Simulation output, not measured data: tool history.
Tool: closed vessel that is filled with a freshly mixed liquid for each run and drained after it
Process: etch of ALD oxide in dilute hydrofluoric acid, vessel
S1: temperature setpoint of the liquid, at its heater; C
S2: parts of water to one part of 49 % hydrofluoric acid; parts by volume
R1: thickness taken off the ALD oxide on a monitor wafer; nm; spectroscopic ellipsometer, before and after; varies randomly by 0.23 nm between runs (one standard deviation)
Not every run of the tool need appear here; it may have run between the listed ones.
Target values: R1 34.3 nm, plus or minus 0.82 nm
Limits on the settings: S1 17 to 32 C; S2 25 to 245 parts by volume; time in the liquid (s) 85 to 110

run 1 day=0 | S1=24 S2=135 time_in_the_liquid_(s)=110 | R1=13.639
run 2 day=0.096 | S1=25.5 S2=120 time_in_the_liquid_(s)=110 | R1=16.284
run 3 day=0.179 | S1=25.5 S2=120 time_in_the_liquid_(s)=110 | R1=16.179
run 4 day=0.367 | S1=25.5 S2=85 time_in_the_liquid_(s)=110 | R1=23.96
-- day=0.521 hydrofluoric acid flow meter replaced
run 5 day=0.521 | S1=25.5 S2=85 time_in_the_liquid_(s)=85 | R1=20.023
run 6 day=0.796 | S1=25.5 S2=85 time_in_the_liquid_(s)=110 | R1=26.112
run 7 day=1.046 | S1=26.5 S2=80 time_in_the_liquid_(s)=110 | R1=28.908
run 8 day=1.333 | S1=27 S2=80 time_in_the_liquid_(s)=110 | R1=29.562
run 9 day=1.458 | S1=27.5 S2=80 time_in_the_liquid_(s)=110 | R1=30.01
run 10 day=1.688 | S1=28 S2=80 time_in_the_liquid_(s)=110 | R1=30.74
run 11 day=1.9 | S1=28.5 S2=80 time_in_the_liquid_(s)=110 | R1=31.333
run 12 day=2.262 | S1=29 S2=80 time_in_the_liquid_(s)=110 | R1=31.642
run 13 day=2.604 | S1=29.5 S2=80 time_in_the_liquid_(s)=110 | R1=32.536
run 14 day=2.654 | S1=29.5 S2=80 time_in_the_liquid_(s)=110 | R1=32.384
run 15 day=2.892 | S1=30 S2=80 time_in_the_liquid_(s)=110 | R1=32.778

Consider the 4 candidate settings below. Which is the only one whose results all fall within their allowed miss of target?
run A day=3.129 | S1=27 S2=75 time_in_the_liquid_(s)=110 | R1=?
run B day=3.129 | S1=29 S2=75 time_in_the_liquid_(s)=105 | R1=?
run C day=3.129 | S1=26.5 S2=75 time_in_the_liquid_(s)=110 | R1=?
run D day=3.129 | S1=32 S2=80 time_in_the_liquid_(s)=105 | R1=?

move=A R1=31.478
move=B R1=32.485
move=C R1=30.864
move=D R1=33.888
A: further off than the last run
B: further off than the last run
C: further off than the last run
D: each result inside its tolerance
Move D is the one to make.
